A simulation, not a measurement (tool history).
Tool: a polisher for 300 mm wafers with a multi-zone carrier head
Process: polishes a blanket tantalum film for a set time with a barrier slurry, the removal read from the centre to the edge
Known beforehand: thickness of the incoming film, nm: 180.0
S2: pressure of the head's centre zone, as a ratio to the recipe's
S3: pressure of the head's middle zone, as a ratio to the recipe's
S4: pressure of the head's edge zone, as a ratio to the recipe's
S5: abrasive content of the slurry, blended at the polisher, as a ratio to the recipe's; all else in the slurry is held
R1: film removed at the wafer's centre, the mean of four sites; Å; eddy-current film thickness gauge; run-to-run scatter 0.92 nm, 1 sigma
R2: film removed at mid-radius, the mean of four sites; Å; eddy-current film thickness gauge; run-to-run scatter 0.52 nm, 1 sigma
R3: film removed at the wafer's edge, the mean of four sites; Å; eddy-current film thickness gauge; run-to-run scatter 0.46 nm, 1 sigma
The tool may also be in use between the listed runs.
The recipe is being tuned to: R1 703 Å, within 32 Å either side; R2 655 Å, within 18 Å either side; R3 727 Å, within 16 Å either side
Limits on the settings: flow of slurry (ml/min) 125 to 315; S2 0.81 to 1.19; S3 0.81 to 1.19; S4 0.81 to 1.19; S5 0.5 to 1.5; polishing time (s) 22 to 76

Run 1, hour 0: flow of slurry (ml/min) 205, S2 1, S3 1, S4 1, S5 1, polishing time (s) 49. Result: R1 571.27 Å, R2 629.13 Å, R3 639.54 Å.
Run 2, hour 0.7: flow of slurry (ml/min) 205, S2 1, S3 0.97, S4 1, S5 1, polishing time (s) 49. Result: R1 574.04 Å, R2 612.86 Å, R3 637.11 Å.
Run 3, hour 5.1: flow of slurry (ml/min) 205, S2 1, S3 1.01, S4 1, S5 1, polishing time (s) 49. Result: R1 558.73 Å, R2 636.68 Å, R3 640.69 Å.
Run 4, hour 6.6: flow of slurry (ml/min) 205, S2 1, S3 1.01, S4 1.06, S5 1, polishing time (s) 49. Result: R1 572.37 Å, R2 644.79 Å, R3 661.99 Å.
Run 5, hour 14.8: flow of slurry (ml/min) 215, S2 1.02, S3 1, S4 1.08, S5 1, polishing time (s) 49. Result: R1 590.52 Å, R2 633.49 Å, R3 672.7 Å.
Run 6, hour 17.9: flow of slurry (ml/min) 225, S2 1.04, S3 1, S4 1.09, S5 1, polishing time (s) 49. Result: R1 598.21 Å, R2 635.24 Å, R3 674.18 Å.
Run 7, hour 19.3: flow of slurry (ml/min) 230, S2 1.06, S3 1, S4 1.1, S5 1, polishing time (s) 49. Result: R1 626.03 Å, R2 637.58 Å, R3 678.65 Å.
Run 8, hour 24.2: flow of slurry (ml/min) 235, S2 1.07, S3 1, S4 1.11, S5 1, polishing time (s) 49. Result: R1 632.16 Å, R2 636.46 Å, R3 687.46 Å.

Exactly one of the 4 candidate moves below puts every result within its allowed miss. Which one?
Run A, hour 29.1: flow of slurry (ml/min) 215, S2 0.99, S3 1.04, S4 1.14, S5 0.95, polishing time (s) 50. Result: R1 ?, R2 ?, R3 ?.
Run B, hour 29.1: flow of slurry (ml/min) 255, S2 1.11, S3 0.95, S4 1.09, S5 0.9, polishing time (s) 54. Result: R1 ?, R2 ?, R3 ?.
Run C, hour 29.1: flow of slurry (ml/min) 260, S2 1.04, S3 0.99, S4 1.16, S5 1.1, polishing time (s) 48. Result: R1 ?, R2 ?, R3 ?.
Run D, hour 29.1: flow of slurry (ml/min) 245, S2 1.05, S3 0.98, S4 1.13, S5 1.15, polishing time (s) 49. Result: R1 ?, R2 ?, R3 ?.

move      R1      R2      R3
   A  576.46  655.78  691.32
   B  698.63  654.63  726.21
   C  621.82  644.17  711.71
   D  645.13  656.68  723.06
A: its largest miss is bigger than the last run's
B: all results in spec
C: the worst result of the last run now meets its target, but another is out of spec
D: the worst result of the last run now meets its target, but another is out of spec
So the answer is move B, the one that meets all the targets.
